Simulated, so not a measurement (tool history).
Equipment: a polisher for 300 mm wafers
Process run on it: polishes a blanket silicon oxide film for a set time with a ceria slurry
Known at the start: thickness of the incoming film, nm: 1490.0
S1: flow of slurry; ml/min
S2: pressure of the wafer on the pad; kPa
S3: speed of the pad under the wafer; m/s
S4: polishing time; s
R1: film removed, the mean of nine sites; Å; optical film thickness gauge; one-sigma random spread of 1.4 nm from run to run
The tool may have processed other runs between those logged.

{"run": 1, "hour": 0.0, "S1": 310, "S2": 17.2, "S3": 1.24, "S4": 38, "R1": 1899.3}
{"run": 2, "hour": 6.0, "S1": 310, "S2": 19.3, "S3": 1.24, "S4": 38, "R1": 2089.9}
{"run": 3, "hour": 13.6, "S1": 260, "S2": 19.3, "S3": 1.24, "S4": 38, "R1": 2056.3}
{"run": 4, "hour": 15.4, "S1": 260, "S2": 19.3, "S3": 1.24, "S4": 38, "R1": 2032.2}
{"run": 5, "hour": 16.1, "S1": 255, "S2": 17.2, "S3": 1.24, "S4": 38, "R1": 1817.9}
{"run": 6, "hour": 23.6, "S1": 255, "S2": 17.2, "S3": 1, "S4": 38, "R1": 1464.8}
{"run": 7, "hour": 28.5, "S1": 250, "S2": 16.5, "S3": 1, "S4": 38, "R1": 1420.8}

Run 8 is up next; what results do you expect?
{"run": 8, "hour": 32.0, "S1": 245, "S2": 16.5, "S3": 1, "S4": 38, "R1": "?"}

Run 8 produced R1 1422.3 Å.
